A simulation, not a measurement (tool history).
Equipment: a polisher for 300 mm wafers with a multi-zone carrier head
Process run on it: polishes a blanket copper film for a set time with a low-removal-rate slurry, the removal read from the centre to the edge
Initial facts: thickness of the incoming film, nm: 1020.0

run,hour,flow of slurry (ml/min),pressure of the head's centre zone,pressure of the head's middle zone,pressure of the head's edge zone,abrasive content of the slurry,polishing time (s),film removed at the wafer's centre (Å),film removed at mid-radius (Å),film removed at the wafer's edge (Å)
1,0.0,285,1.00,1.00,1.00,1.00,67,2541.3,2541.3,2629.3
2,8.8,290,1.00,1.02,0.95,0.85,60,2289.5,2254.1,2236.5
3,15.6,295,0.98,1.04,0.91,0.75,55,2029.6,2051.6,1953.3
4,17.9,295,0.97,1.04,0.88,0.65,53,1851.9,1997.6,1883.0
5,19.3,245,0.97,1.04,0.88,0.65,53,1857.8,1913.3,1841.7
6,28.0,245,0.97,1.04,0.88,0.65,38,1315.7,1391.5,1318.2
7,31.1,285,0.99,1.06,0.91,0.75,39,1440.6,1489.0,1414.1
8,35.2,320,1.00,1.09,0.92,0.80,39,1472.5,1560.8,1427.9
9,37.9,340,1.01,1.10,0.93,0.90,40,1557.4,1626.5,1508.7
10,41.7,360,1.02,1.11,0.93,0.95,40,1608.7,1661.4,1510.4

Forecast run 11:
11,44.0,370,1.02,1.12,0.94,1.00,40,?,?,?

{"run 11": {"film removed at the wafer's centre (Å)": 1631.8, "film removed at mid-radius (Å)": 1677.9, "film removed at the wafer's edge (Å)": 1558.2}}

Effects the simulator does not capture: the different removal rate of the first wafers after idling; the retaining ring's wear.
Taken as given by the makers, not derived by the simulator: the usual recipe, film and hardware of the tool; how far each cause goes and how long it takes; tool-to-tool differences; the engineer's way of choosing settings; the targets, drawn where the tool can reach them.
